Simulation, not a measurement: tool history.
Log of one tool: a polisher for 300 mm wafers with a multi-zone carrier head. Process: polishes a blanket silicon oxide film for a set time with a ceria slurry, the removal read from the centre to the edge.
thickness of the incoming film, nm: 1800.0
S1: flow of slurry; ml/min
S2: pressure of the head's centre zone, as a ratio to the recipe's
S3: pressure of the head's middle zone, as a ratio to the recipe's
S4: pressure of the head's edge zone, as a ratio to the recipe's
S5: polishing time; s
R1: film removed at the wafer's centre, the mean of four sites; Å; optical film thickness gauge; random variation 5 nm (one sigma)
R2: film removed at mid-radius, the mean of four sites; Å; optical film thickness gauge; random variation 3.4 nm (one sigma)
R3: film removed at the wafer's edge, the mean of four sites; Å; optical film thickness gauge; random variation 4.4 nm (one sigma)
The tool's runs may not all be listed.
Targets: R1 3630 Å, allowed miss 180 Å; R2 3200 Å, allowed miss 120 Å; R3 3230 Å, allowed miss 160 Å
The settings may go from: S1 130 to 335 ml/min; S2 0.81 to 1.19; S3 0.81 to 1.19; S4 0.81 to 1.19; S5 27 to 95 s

Run 1, hour 0: S1 215 ml/min, S2 1, S3 1, S4 1, S5 61 s. Result: R1 2295.1 Å, R2 2273.2 Å, R3 2314.8 Å.
Run 2, hour 5.7: S1 215 ml/min, S2 1, S3 0.93, S4 1, S5 61 s. Result: R1 2289.5 Å, R2 2162.9 Å, R3 2324 Å.
Run 3, hour 9.2: S1 220 ml/min, S2 1.03, S3 0.96, S4 1.01, S5 65 s. Result: R1 2567.1 Å, R2 2370.5 Å, R3 2532.7 Å.
Run 4, hour 13.2: S1 220 ml/min, S2 1.03, S3 0.89, S4 1.01, S5 65 s. Result: R1 2544.6 Å, R2 2290 Å, R3 2459.9 Å.
Run 5, hour 19.8: S1 230 ml/min, S2 1.05, S3 0.93, S4 1.02, S5 68 s. Result: R1 2714.1 Å, R2 2470.4 Å, R3 2714 Å.
Run 6, hour 22.5: S1 230 ml/min, S2 1.08, S3 0.96, S4 1, S5 70 s. Result: R1 2889.9 Å, R2 2567.3 Å, R3 2695.8 Å.
Run 7, hour 29.8: S1 235 ml/min, S2 1.1, S3 0.99, S4 1.01, S5 72 s. Result: R1 3028.3 Å, R2 2749.7 Å, R3 2799.1 Å.
Run 8, hour 30.4: S1 235 ml/min, S2 1.1, S3 0.99, S4 1.01, S5 72 s. Result: R1 3021.5 Å, R2 2704.6 Å, R3 2812.1 Å.
Run 9, hour 38.5: S1 240 ml/min, S2 1.12, S3 1, S4 1.01, S5 74 s. Result: R1 3232.3 Å, R2 2779.1 Å, R3 2848.1 Å.
Run 10, hour 46.3: S1 245 ml/min, S2 1.12, S3 1.02, S4 1.02, S5 75 s. Result: R1 3169.9 Å, R2 2894.6 Å, R3 3021.9 Å.
Run 11, hour 48.9: S1 245 ml/min, S2 1.13, S3 1.03, S4 1.02, S5 76 s. Result: R1 3281.2 Å, R2 2948.4 Å, R3 2991.4 Å.

Which of these 5 next moves meets every target?
Run A, hour 51.5: S1 260 ml/min, S2 1.01, S3 1.04, S4 1.15, S5 76 s. Result: R1 ?, R2 ?, R3 ?.
Run B, hour 51.5: S1 245 ml/min, S2 1.12, S3 0.93, S4 1.06, S5 69 s. Result: R1 ?, R2 ?, R3 ?.
Run C, hour 51.5: S1 220 ml/min, S2 1.19, S3 0.85, S4 1.15, S5 84 s. Result: R1 ?, R2 ?, R3 ?.
Run D, hour 51.5: S1 185 ml/min, S2 1.17, S3 1.08, S4 1.03, S5 77 s. Result: R1 ?, R2 ?, R3 ?.
Run E, hour 51.5: S1 170 ml/min, S2 1.17, S3 1.05, S4 1.03, S5 84 s. Result: R1 ?, R2 ?, R3 ?.

move      R1      R2      R3
   A  2961.2  2965.4  3152.3
   B  2960.8  2480.8  2736.3
   C  3777.8  2812.9    3443
   D  3326.3    2959  2930.5
   E  3580.4  3128.8  3170.4
A: further off than the last run
B: further off than the last run
C: further off than the last run
D: as far off as the last run
E: meets every target
Move E is the one to make.
